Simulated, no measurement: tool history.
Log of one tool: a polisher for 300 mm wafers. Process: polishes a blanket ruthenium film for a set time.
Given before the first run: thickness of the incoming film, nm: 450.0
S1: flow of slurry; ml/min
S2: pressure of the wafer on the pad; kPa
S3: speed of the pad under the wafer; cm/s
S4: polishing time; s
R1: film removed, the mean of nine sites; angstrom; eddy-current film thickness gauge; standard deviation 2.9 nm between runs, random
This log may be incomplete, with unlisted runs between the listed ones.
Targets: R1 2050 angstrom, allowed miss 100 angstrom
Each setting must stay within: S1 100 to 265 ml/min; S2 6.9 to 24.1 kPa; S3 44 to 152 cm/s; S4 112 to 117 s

run 1 day=0 | S1=170 S2=15.2 S3=98 S4=112 | R1=1489.6
run 2 day=0.221 | S1=170 S2=15.2 S3=98 S4=117 | R1=1597.5
run 3 day=0.271 | S1=155 S2=15.2 S3=98 S4=117 | R1=1590.8
run 4 day=0.646 | S1=155 S2=15.2 S3=98 S4=117 | R1=1572.9
run 5 day=0.762 | S1=155 S2=15.2 S3=98 S4=112 | R1=1482
run 6 day=1.042 | S1=155 S2=15.9 S3=98 S4=112 | R1=1576.4
run 7 day=1.35 | S1=155 S2=16.5 S3=98 S4=112 | R1=1630.4
run 8 day=1.571 | S1=155 S2=17.2 S3=98 S4=112 | R1=1702.8
run 9 day=1.808 | S1=155 S2=17.9 S3=98 S4=112 | R1=1737.5
run 10 day=2.121 | S1=155 S2=18.6 S3=98 S4=112 | R1=1860.5
run 11 day=2.425 | S1=155 S2=19.3 S3=98 S4=112 | R1=1857.1

Consider the 4 candidate settings below. Which is the only one whose results all fall within their allowed miss of target?
run A day=2.729 | S1=100 S2=21.4 S3=86 S4=117 | R1=?
run B day=2.729 | S1=125 S2=20 S3=104 S4=114 | R1=?
run C day=2.729 | S1=160 S2=20 S3=88 S4=114 | R1=?
run D day=2.729 | S1=195 S2=20 S3=76 S4=112 | R1=?

move=A R1=1880
move=B R1=2122.2
move=C R1=1858.7
move=D R1=1620.2
A: moves toward the targets from the last run without getting all of them in spec
B: hits every target within its allowed miss
C: no better and no worse than the last run
D: the biggest miss grows against the last run
Go with B: it meets all targets.
